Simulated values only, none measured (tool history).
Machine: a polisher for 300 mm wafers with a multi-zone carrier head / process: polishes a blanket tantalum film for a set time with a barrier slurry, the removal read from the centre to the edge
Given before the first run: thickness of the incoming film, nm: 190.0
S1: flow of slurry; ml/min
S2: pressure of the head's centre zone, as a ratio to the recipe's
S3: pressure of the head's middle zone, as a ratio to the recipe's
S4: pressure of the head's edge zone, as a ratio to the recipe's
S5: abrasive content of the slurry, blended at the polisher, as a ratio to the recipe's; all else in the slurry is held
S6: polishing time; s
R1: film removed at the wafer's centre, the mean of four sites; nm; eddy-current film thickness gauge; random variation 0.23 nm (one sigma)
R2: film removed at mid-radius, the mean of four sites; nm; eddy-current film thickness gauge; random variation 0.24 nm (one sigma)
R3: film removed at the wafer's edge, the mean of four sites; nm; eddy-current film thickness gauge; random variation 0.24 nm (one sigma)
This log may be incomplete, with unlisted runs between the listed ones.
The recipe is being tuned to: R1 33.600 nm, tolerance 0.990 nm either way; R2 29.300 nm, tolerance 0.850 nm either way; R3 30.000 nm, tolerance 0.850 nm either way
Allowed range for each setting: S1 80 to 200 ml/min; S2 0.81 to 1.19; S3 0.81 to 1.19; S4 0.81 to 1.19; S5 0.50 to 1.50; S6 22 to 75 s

Run 1, hour 0.0: S1 130 ml/min, S2 1.00, S3 1.00, S4 1.00, S5 1.00, S6 48 s. Result: R1 57.847 nm, R2 52.217 nm, R3 52.855 nm.
Run 2, hour 5.0: S1 130 ml/min, S2 1.00, S3 1.00, S4 1.00, S5 1.00, S6 56 s. Result: R1 67.799 nm, R2 60.517 nm, R3 62.575 nm.
Run 3, hour 7.5: S1 125 ml/min, S2 0.99, S3 0.98, S4 0.97, S5 0.90, S6 51 s. Result: R1 57.506 nm, R2 51.555 nm, R3 52.780 nm.
Run 4, hour 9.5: S1 125 ml/min, S2 1.05, S3 0.98, S4 0.97, S5 0.90, S6 51 s. Result: R1 60.083 nm, R2 51.493 nm, R3 53.201 nm.
Run 5, hour 16.3: S1 125 ml/min, S2 1.05, S3 0.98, S4 0.97, S5 0.75, S6 51 s. Result: R1 54.174 nm, R2 46.072 nm, R3 47.246 nm.
Run 6, hour 18.3: S1 125 ml/min, S2 0.98, S3 0.98, S4 0.97, S5 0.75, S6 51 s. Result: R1 51.764 nm, R2 46.783 nm, R3 47.722 nm.
Run 7, hour 23.3: S1 120 ml/min, S2 0.98, S3 0.96, S4 0.95, S5 0.70, S6 48 s. Result: R1 45.039 nm, R2 40.235 nm, R3 41.577 nm.
Run 8, hour 32.0: S1 120 ml/min, S2 0.98, S3 0.95, S4 0.92, S5 0.65, S6 47 s. Result: R1 41.574 nm, R2 36.000 nm, R3 37.608 nm.
Run 9, hour 40.3: S1 120 ml/min, S2 0.98, S3 0.95, S4 0.92, S5 0.65, S6 47 s. Result: R1 41.368 nm, R2 37.138 nm, R3 37.733 nm.
Run 10, hour 48.2: S1 120 ml/min, S2 0.98, S3 0.93, S4 0.90, S5 0.60, S6 47 s. Result: R1 38.293 nm, R2 33.324 nm, R3 34.807 nm.
Run 11, hour 49.8: S1 120 ml/min, S2 0.98, S3 0.93, S4 0.88, S5 0.60, S6 47 s. Result: R1 38.178 nm, R2 33.001 nm, R3 34.704 nm.
Run 12, hour 51.4: S1 120 ml/min, S2 0.98, S3 0.93, S4 0.87, S5 0.60, S6 47 s. Result: R1 38.368 nm, R2 33.335 nm, R3 34.334 nm.
Run 13, hour 54.8: S1 90 ml/min, S2 0.96, S3 0.90, S4 0.81, S5 0.50, S6 45 s. Result: R1 25.683 nm, R2 22.519 nm, R3 22.996 nm.
Run 14, hour 56.2: S1 100 ml/min, S2 0.96, S3 0.90, S4 0.81, S5 0.50, S6 45 s. Result: R1 26.368 nm, R2 22.890 nm, R3 23.448 nm.
Run 15, hour 56.7: S1 110 ml/min, S2 0.96, S3 0.90, S4 0.81, S5 0.50, S6 45 s. Result: R1 27.135 nm, R2 23.606 nm, R3 23.825 nm.
Run 16, hour 61.3: S1 120 ml/min, S2 0.96, S3 0.90, S4 0.82, S5 0.50, S6 45 s. Result: R1 27.836 nm, R2 23.865 nm, R3 24.699 nm.
At hour 64.3: centre zone pressure recalibrated.
Run 17, hour 64.3: S1 120 ml/min, S2 0.96, S3 0.90, S4 0.82, S5 0.50, S6 45 s. Result: R1 25.923 nm, R2 23.980 nm, R3 24.189 nm.
Run 18, hour 67.2: S1 130 ml/min, S2 0.99, S3 0.90, S4 0.83, S5 0.50, S6 45 s. Result: R1 26.915 nm, R2 24.454 nm, R3 24.713 nm.
Run 19, hour 76.0: S1 120 ml/min, S2 0.96, S3 0.91, S4 0.83, S5 0.50, S6 45 s. Result: R1 25.997 nm, R2 24.139 nm, R3 24.410 nm.
Run 20, hour 78.7: S1 130 ml/min, S2 0.99, S3 0.91, S4 0.84, S5 0.50, S6 45 s. Result: R1 26.638 nm, R2 24.264 nm, R3 25.085 nm.
Run 21, hour 82.4: S1 130 ml/min, S2 0.99, S3 0.91, S4 0.84, S5 0.50, S6 45 s. Result: R1 26.856 nm, R2 24.078 nm, R3 25.076 nm.
Run 22, hour 87.1: S1 120 ml/min, S2 0.98, S3 0.91, S4 0.85, S5 0.50, S6 45 s. Result: R1 26.352 nm, R2 24.112 nm, R3 24.657 nm.
Run 23, hour 95.2: S1 155 ml/min, S2 1.08, S3 1.01, S4 0.95, S5 0.65, S6 45 s. Result: R1 42.194 nm, R2 38.931 nm, R3 37.509 nm.
Run 24, hour 101.9: S1 155 ml/min, S2 1.08, S3 1.01, S4 0.95, S5 0.65, S6 45 s. Result: R1 42.432 nm, R2 38.023 nm, R3 37.280 nm.
Run 25, hour 110.8: S1 120 ml/min, S2 1.04, S3 0.91, S4 0.85, S5 0.50, S6 42 s. Result: R1 25.613 nm, R2 22.376 nm, R3 22.940 nm.
Run 26, hour 111.7: S1 115 ml/min, S2 1.04, S3 0.93, S4 0.87, S5 0.50, S6 42 s. Result: R1 25.377 nm, R2 22.563 nm, R3 23.265 nm.
Run 27, hour 115.0: S1 110 ml/min, S2 1.03, S3 0.94, S4 0.88, S5 0.55, S6 42 s. Result: R1 29.078 nm, R2 26.274 nm, R3 26.905 nm.
Run 28, hour 120.4: S1 105 ml/min, S2 1.05, S3 0.95, S4 0.89, S5 0.55, S6 42 s. Result: R1 29.323 nm, R2 26.364 nm, R3 26.939 nm.
Run 29, hour 124.9: S1 100 ml/min, S2 1.07, S3 0.96, S4 0.90, S5 0.55, S6 42 s. Result: R1 29.417 nm, R2 26.101 nm, R3 26.664 nm.
Run 30, hour 131.4: S1 95 ml/min, S2 1.08, S3 0.97, S4 0.91, S5 0.55, S6 42 s. Result: R1 29.249 nm, R2 26.205 nm, R3 26.770 nm.

Which of these 4 next moves meets every target?
Run A, hour 137.9: S1 100 ml/min, S2 1.05, S3 0.92, S4 0.83, S5 0.60, S6 44 s. Result: R1 ?, R2 ?, R3 ?.
Run B, hour 137.9: S1 90 ml/min, S2 1.00, S3 0.97, S4 0.92, S5 0.50, S6 46 s. Result: R1 ?, R2 ?, R3 ?.
Run C, hour 137.9: S1 90 ml/min, S2 1.09, S3 0.98, S4 0.89, S5 0.60, S6 45 s. Result: R1 ?, R2 ?, R3 ?.
Run D, hour 137.9: S1 125 ml/min, S2 1.17, S3 1.16, S4 0.81, S5 0.50, S6 45 s. Result: R1 ?, R2 ?, R3 ?.

move      R1      R2      R3
   A  33.517  29.707  30.558
   B  25.193  24.377  25.310
   C  34.390  31.259  31.698
   D  30.473  29.787  24.485
A: in spec on every target
B: misses by more than the last run did
C: meets the target for the result that was furthest off, but another lies outside its allowed miss
D: misses by more than the last run did
A is the move that brings every result within its allowed miss.

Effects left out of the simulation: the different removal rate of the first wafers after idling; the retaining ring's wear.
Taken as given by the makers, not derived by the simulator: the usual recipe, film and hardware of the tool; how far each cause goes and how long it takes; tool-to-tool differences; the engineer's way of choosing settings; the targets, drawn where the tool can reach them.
